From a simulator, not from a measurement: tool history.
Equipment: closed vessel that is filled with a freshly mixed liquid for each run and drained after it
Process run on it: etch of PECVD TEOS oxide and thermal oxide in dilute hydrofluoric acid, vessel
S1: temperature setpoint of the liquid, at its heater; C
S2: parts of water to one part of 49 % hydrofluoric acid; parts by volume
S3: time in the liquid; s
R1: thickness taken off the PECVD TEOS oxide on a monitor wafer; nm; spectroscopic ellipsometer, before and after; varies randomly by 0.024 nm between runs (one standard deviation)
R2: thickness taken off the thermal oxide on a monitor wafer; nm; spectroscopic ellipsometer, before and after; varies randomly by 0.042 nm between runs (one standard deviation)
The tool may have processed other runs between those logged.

{"run": 1, "hour": 0.0, "S1": 24.0, "S2": 180, "S3": 95, "R1": 6.8468, "R2": 2.2042}
{"run": 2, "hour": 2.6, "S1": 24.5, "S2": 180, "S3": 95, "R1": 6.9534, "R2": 2.3485}
{"run": 3, "hour": 10.5, "S1": 24.5, "S2": 145, "S3": 95, "R1": 9.0387, "R2": 3.0}
{"run": 4, "hour": 14.9, "S1": 23.5, "S2": 145, "S3": 95, "R1": 8.661, "R2": 2.8644}
{"run": 5, "hour": 18.9, "S1": 22.5, "S2": 145, "S3": 95, "R1": 8.3189, "R2": 2.7945}
{"run": 6, "hour": 27.3, "S1": 22.5, "S2": 145, "S3": 65, "R1": 5.6876, "R2": 1.8742}
{"run": 7, "hour": 31.8, "S1": 24.5, "S2": 145, "S3": 65, "R1": 6.1719, "R2": 2.0943}
{"run": 8, "hour": 36.4, "S1": 28.5, "S2": 135, "S3": 65, "R1": 7.7813, "R2": 2.5613}

Run 9, settings as shown, results not yet in. Your forecast:
{"run": 9, "hour": 39.2, "S1": 28.0, "S2": 135, "S3": 65, "R1": "?", "R2": "?"}

Run 9 gave R1 7.6424 nm, R2 2.6494 nm.
